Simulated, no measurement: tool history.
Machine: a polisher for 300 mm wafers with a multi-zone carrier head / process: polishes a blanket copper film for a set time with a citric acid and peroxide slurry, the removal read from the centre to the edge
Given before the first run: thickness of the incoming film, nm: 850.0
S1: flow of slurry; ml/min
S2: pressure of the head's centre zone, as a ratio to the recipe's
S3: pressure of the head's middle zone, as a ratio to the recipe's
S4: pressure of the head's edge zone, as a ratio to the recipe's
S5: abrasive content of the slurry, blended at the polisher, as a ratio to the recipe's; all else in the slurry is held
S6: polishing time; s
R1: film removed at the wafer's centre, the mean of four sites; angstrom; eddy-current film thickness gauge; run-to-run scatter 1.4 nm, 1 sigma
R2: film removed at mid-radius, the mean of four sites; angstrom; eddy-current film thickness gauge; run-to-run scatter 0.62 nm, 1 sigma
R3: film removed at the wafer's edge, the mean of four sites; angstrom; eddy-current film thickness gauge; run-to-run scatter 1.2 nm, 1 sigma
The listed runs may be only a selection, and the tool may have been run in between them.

| run | hour | S1 | S2 | S3 | S4 | S5 | S6 | R1 | R2 | R3 |
|---|---|---|---|---|---|---|---|---|---|---|
| 1 | 0.0 | 250 | 1.00 | 1.00 | 1.00 | 1.00 | 45 | 1542.3 | 1593.4 | 1646.7 |
| 2 | 2.1 | 245 | 1.02 | 0.96 | 0.96 | 0.85 | 41 | 1410.7 | 1355.6 | 1420.5 |
| 3 | 9.9 | 240 | 1.02 | 0.93 | 0.93 | 0.75 | 39 | 1292.8 | 1212.1 | 1276.3 |
| 4 | 15.4 | 240 | 1.09 | 0.93 | 0.93 | 0.75 | 39 | 1362.6 | 1212.9 | 1271.7 |
| 5 | 24.2 | 240 | 1.09 | 0.93 | 0.88 | 0.75 | 39 | 1337.7 | 1213.2 | 1240.0 |
| 6 | 28.6 | 240 | 1.16 | 0.93 | 0.88 | 0.75 | 39 | 1465.4 | 1207.2 | 1236.7 |
| 7 | 33.1 | 230 | 1.13 | 0.90 | 0.86 | 0.65 | 38 | 1325.3 | 1089.0 | 1128.9 |

Predict the results of run 8:
| 8 | 41.5 | 215 | 1.09 | 0.88 | 0.85 | 0.65 | 38 | ? | ? | ? |

{"run 8": {"R1": 1285.6, "R2": 1076.3, "R3": 1111.8}}
